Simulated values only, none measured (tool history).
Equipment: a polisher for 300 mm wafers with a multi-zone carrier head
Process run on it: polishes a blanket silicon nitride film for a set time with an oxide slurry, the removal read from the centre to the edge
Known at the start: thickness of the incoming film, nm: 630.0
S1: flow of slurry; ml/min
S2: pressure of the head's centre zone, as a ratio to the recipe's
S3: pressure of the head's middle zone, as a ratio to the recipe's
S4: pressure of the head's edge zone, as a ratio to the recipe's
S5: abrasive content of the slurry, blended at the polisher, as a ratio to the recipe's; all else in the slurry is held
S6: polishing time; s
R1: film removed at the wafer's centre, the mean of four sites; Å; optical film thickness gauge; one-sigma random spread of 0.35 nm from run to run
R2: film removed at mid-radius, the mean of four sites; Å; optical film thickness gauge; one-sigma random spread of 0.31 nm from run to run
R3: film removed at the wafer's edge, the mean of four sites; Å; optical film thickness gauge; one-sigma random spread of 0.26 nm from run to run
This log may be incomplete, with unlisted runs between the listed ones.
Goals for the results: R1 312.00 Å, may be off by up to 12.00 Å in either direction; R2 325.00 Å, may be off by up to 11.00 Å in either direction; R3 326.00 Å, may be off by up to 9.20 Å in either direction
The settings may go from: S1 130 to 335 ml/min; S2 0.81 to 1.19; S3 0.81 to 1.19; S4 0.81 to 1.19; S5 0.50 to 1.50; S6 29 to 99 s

Run 1, hour 0.0: S1 215 ml/min, S2 1.00, S3 1.00, S4 1.00, S5 1.00, S6 64 s. Result: R1 255.54 Å, R2 269.89 Å, R3 262.57 Å.
Run 2, hour 6.7: S1 215 ml/min, S2 1.00, S3 1.00, S4 1.00, S5 1.00, S6 56 s. Result: R1 223.87 Å, R2 231.20 Å, R3 230.69 Å.
Run 3, hour 9.8: S1 215 ml/min, S2 1.00, S3 1.07, S4 1.00, S5 1.00, S6 56 s. Result: R1 226.08 Å, R2 241.61 Å, R3 226.68 Å.
Run 4, hour 17.3: S1 220 ml/min, S2 1.00, S3 1.07, S4 1.02, S5 1.05, S6 56 s. Result: R1 230.04 Å, R2 254.41 Å, R3 237.87 Å.
Run 5, hour 25.3: S1 225 ml/min, S2 1.02, S3 1.06, S4 1.04, S5 1.10, S6 56 s. Result: R1 247.10 Å, R2 261.67 Å, R3 245.52 Å.
Run 6, hour 28.3: S1 230 ml/min, S2 1.02, S3 1.05, S4 1.06, S5 1.15, S6 56 s. Result: R1 246.22 Å, R2 264.97 Å, R3 252.34 Å.
Run 7, hour 36.7: S1 230 ml/min, S2 1.03, S3 1.04, S4 1.07, S5 1.20, S6 56 s. Result: R1 258.58 Å, R2 271.89 Å, R3 258.66 Å.
Run 8, hour 44.3: S1 235 ml/min, S2 1.03, S3 1.03, S4 1.08, S5 1.25, S6 56 s. Result: R1 261.73 Å, R2 273.82 Å, R3 270.20 Å.
Run 9, hour 47.7: S1 285 ml/min, S2 1.11, S3 1.12, S4 1.18, S5 1.50, S6 56 s. Result: R1 310.10 Å, R2 324.88 Å, R3 312.31 Å.
Run 10, hour 49.6: S1 285 ml/min, S2 1.11, S3 1.11, S4 1.18, S5 1.50, S6 56 s. Result: R1 312.61 Å, R2 317.91 Å, R3 309.35 Å.
Run 11, hour 57.4: S1 285 ml/min, S2 1.10, S3 1.11, S4 1.18, S5 1.50, S6 56 s. Result: R1 315.48 Å, R2 315.90 Å, R3 309.92 Å.

Below are 5 possible settings for the next run. Only one of them brings all results inside the allowed miss of their targets. Which is it?
Run A, hour 65.2: S1 295 ml/min, S2 1.05, S3 1.08, S4 1.19, S5 1.50, S6 59 s. Result: R1 ?, R2 ?, R3 ?.
Run B, hour 65.2: S1 315 ml/min, S2 1.16, S3 1.03, S4 1.13, S5 1.45, S6 55 s. Result: R1 ?, R2 ?, R3 ?.
Run C, hour 65.2: S1 195 ml/min, S2 1.09, S3 0.99, S4 1.19, S5 1.40, S6 62 s. Result: R1 ?, R2 ?, R3 ?.
Run D, hour 65.2: S1 335 ml/min, S2 1.16, S3 1.01, S4 1.16, S5 1.50, S6 54 s. Result: R1 ?, R2 ?, R3 ?.
Run E, hour 65.2: S1 200 ml/min, S2 1.00, S3 0.94, S4 1.19, S5 1.50, S6 63 s. Result: R1 ?, R2 ?, R3 ?.

move      R1      R2      R3
   A  309.83  329.24  322.93
   B  316.96  294.20  290.56
   C  312.32  302.00  319.20
   D  317.28  290.26  294.38
   E  300.28  305.50  334.61
A: all results in spec
B: further off than the last run
C: puts the biggest miss on target and leaves a different result outside tolerance
D: further off than the last run
E: puts the biggest miss on target and leaves a different result outside tolerance
Correct choice: A, which meets every target

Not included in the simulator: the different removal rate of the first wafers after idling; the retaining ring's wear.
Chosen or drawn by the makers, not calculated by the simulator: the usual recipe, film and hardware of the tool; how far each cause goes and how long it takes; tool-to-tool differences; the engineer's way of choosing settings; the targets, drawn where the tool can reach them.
